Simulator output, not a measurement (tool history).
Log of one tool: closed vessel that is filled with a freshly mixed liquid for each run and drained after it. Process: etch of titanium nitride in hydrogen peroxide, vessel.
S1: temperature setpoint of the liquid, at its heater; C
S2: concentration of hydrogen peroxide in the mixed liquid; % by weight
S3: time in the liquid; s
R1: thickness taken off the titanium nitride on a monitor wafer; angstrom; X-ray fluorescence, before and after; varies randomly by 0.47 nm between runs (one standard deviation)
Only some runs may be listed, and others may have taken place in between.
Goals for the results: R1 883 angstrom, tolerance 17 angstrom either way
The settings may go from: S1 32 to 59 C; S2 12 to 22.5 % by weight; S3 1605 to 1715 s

run	hour	S1	S2	S3	R1
1	0	43	15.5	1605	749.38
2	4.2	40.5	15.5	1605	617.21
3	7.9	36.5	15.5	1605	453.64
4	9	38	15.5	1605	503.16
5	12.1	39.5	15.5	1605	566.26
6	13	39.5	13	1605	551.11
7	15.4	40.5	13	1605	599.16
8	15.9	41.5	13	1605	640.6
# hour 19.9: new drum of peroxide connected
9	19.9	42.5	13	1605	706.72
10	21	43	13	1605	735.77
11	24.5	46	13	1605	911.51

5 candidate next runs follow, results not yet known. Just one meets every target within its allowed miss. Identify it.
A	28	46	12	1650	?
B	28	45	14	1660	?
C	28	46	13.5	1605	?
D	28	45.5	12	1715	?
E	28	46	14.5	1605	?

move	R1
A	913.17
B	880.86
C	910.39
D	914.59
E	924.14
A: misses by more than the last run did
B: all results land within tolerance of their targets
C: just as far off the targets as the last run
D: misses by more than the last run did
E: misses by more than the last run did
The move that meets every target is B.

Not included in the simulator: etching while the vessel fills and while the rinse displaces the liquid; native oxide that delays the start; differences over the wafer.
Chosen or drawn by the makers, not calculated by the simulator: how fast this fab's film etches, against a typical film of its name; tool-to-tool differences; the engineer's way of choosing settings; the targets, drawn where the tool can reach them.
